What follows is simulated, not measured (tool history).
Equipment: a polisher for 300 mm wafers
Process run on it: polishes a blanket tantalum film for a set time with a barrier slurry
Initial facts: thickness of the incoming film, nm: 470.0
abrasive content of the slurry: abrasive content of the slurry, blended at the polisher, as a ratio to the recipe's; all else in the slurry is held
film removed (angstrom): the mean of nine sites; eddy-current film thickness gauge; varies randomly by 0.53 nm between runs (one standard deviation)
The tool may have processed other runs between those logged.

| run | day | flow of slurry (ml/min) | pressure of the wafer on the pad (kPa) | speed of the pad under the wafer (cm/s) | abrasive content of the slurry | polishing time (s) | film removed (angstrom) |
|---|---|---|---|---|---|---|---|
| 1 | 0 | 190 | 8.3 | 104 | 1 | 47 | 463.09 |
| 2 | 0.308 | 190 | 8.3 | 104 | 1 | 42 | 411.23 |
| 3 | 0.421 | 190 | 8.3 | 104 | 1.1 | 42 | 422.81 |
| 4 | 0.746 | 190 | 8.3 | 120 | 1.1 | 42 | 476.04 |
| 5 | 0.929 | 205 | 9.7 | 122 | 1.1 | 42 | 541.71 |
| 6 | 1.162 | 205 | 10.3 | 132 | 1.1 | 42 | 615.55 |
| 7 | 1.233 | 205 | 11 | 140 | 1.1 | 42 | 669.47 |

Run 8 comes next. What will it give?
| 8 | 1.571 | 215 | 11.7 | 146 | 1.1 | 42 | ? |

{"run 8": {"film removed (angstrom)": 733.39}}
